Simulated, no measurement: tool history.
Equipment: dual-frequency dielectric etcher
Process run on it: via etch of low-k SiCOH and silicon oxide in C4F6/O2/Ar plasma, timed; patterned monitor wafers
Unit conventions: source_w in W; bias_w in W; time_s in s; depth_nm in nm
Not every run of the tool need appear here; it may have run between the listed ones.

run	hour	source_w	bias_w	time_s	depth_nm
1	0.0	410	251	68.5	202.48
2	7.4	450	268	69.0	215.63
3	11.9	450	301	69.0	225.52
4	15.9	450	301	71.5	236.36
5	20.7	460	304	71.5	240.01
6	27.8	460	304	68.5	227.99

What will run 7 give?
7	33.1	480	308	68.5	?

{"run 7": {"depth_nm": 236.36}}
